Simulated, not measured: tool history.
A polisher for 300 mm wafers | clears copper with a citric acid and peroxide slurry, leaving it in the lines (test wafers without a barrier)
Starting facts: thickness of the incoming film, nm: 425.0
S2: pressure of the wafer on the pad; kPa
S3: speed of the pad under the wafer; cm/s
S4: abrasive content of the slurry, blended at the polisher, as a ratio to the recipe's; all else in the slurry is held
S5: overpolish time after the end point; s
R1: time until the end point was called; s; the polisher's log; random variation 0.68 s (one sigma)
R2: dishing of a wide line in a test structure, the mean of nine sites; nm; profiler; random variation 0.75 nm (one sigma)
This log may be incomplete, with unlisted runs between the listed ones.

run 1 hour=0 | flow_of_slurry_(ml/min)=185 S2=24.1 S3=140 S4=1 S5=17 | R1=118.05 R2=34.028
run 2 hour=7.4 | flow_of_slurry_(ml/min)=185 S2=24.1 S3=156 S4=1 S5=17 | R1=107.07 R2=37.116
run 3 hour=15.9 | flow_of_slurry_(ml/min)=185 S2=24.1 S3=178 S4=1 S5=17 | R1=97.746 R2=39.109
run 4 hour=20.6 | flow_of_slurry_(ml/min)=170 S2=24.1 S3=178 S4=1 S5=17 | R1=98.15 R2=38.654
run 5 hour=27.1 | flow_of_slurry_(ml/min)=170 S2=24.1 S3=150 S4=1 S5=17 | R1=114.27 R2=35.133
run 6 hour=35.3 | flow_of_slurry_(ml/min)=170 S2=24.1 S3=150 S4=1.2 S5=17 | R1=111.63 R2=36.047
run 7 hour=39.2 | flow_of_slurry_(ml/min)=180 S2=26.2 S3=150 S4=1.2 S5=16 | R1=100.9 R2=37.127
run 8 hour=45.8 | flow_of_slurry_(ml/min)=190 S2=27.6 S3=150 S4=1.2 S5=15 | R1=94.339 R2=37.484
run 9 hour=49.8 | flow_of_slurry_(ml/min)=195 S2=29 S3=150 S4=1.2 S5=15 | R1=90.665 R2=38.066
run 10 hour=52.3 | flow_of_slurry_(ml/min)=200 S2=30.3 S3=150 S4=1.2 S5=15 | R1=85.108 R2=40.46
run 11 hour=58 | flow_of_slurry_(ml/min)=205 S2=31 S3=150 S4=1.2 S5=15 | R1=82.469 R2=40.345

For run 12, what comes out?
run 12 hour=63.1 | flow_of_slurry_(ml/min)=210 S2=31.7 S3=150 S4=1.2 S5=15 | R1=? R2=?

Run 12 yielded R1 82.807 s, R2 42.762 nm.
